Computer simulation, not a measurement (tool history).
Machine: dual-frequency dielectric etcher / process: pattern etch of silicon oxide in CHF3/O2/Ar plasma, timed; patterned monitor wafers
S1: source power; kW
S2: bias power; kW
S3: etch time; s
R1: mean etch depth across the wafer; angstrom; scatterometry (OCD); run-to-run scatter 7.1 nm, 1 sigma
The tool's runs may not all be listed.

Run 1, day 0: S1 0.73 kW, S2 0.19 kW, S3 647 s. Result: R1 13762 angstrom.
Run 2, day 0.333: S1 0.78 kW, S2 0.192 kW, S3 647.5 s. Result: R1 14063 angstrom.
Run 3, day 0.629: S1 0.82 kW, S2 0.195 kW, S3 648 s. Result: R1 14468 angstrom.
Run 4, day 0.942: S1 0.82 kW, S2 0.195 kW, S3 647 s. Result: R1 14520 angstrom.
Run 5, day 1.025: S1 0.82 kW, S2 0.195 kW, S3 647 s. Result: R1 14516 angstrom.
Run 6, day 1.279: S1 0.74 kW, S2 0.195 kW, S3 647 s. Result: R1 13869 angstrom.
Run 7, day 1.433: S1 0.78 kW, S2 0.197 kW, S3 647.5 s. Result: R1 14328 angstrom.

Run 8 is up next; what results do you expect?
Run 8, day 1.725: S1 0.81 kW, S2 0.198 kW, S3 647.5 s. Result: R1 ?.

R1: 14453 angstrom
